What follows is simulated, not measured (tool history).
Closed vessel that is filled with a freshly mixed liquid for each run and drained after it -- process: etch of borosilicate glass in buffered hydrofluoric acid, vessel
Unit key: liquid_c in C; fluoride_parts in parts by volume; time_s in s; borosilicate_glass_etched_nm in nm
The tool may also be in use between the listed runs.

Run 1, hour 0.0: liquid_c 23.0 C, fluoride_parts 9.0 parts by volume, time_s 100 s. Result: borosilicate_glass_etched_nm 140.24 nm.
Run 2, hour 6.0: liquid_c 23.0 C, fluoride_parts 8.0 parts by volume, time_s 100 s. Result: borosilicate_glass_etched_nm 158.54 nm.
Run 3, hour 12.0: liquid_c 23.5 C, fluoride_parts 8.0 parts by volume, time_s 100 s. Result: borosilicate_glass_etched_nm 163.75 nm.
Run 4, hour 16.0: liquid_c 24.0 C, fluoride_parts 8.0 parts by volume, time_s 100 s. Result: borosilicate_glass_etched_nm 170.06 nm.
Run 5, hour 23.9: liquid_c 24.0 C, fluoride_parts 10.0 parts by volume, time_s 100 s. Result: borosilicate_glass_etched_nm 136.83 nm.
Run 6, hour 25.3: liquid_c 24.0 C, fluoride_parts 12.0 parts by volume, time_s 100 s. Result: borosilicate_glass_etched_nm 115.36 nm.

Run 7 comes next. What will it give?
Run 7, hour 30.9: liquid_c 25.0 C, fluoride_parts 12.0 parts by volume, time_s 100 s. Result: borosilicate_glass_etched_nm ?.

Logged for run 7: borosilicate_glass_etched_nm 122.58 nm.
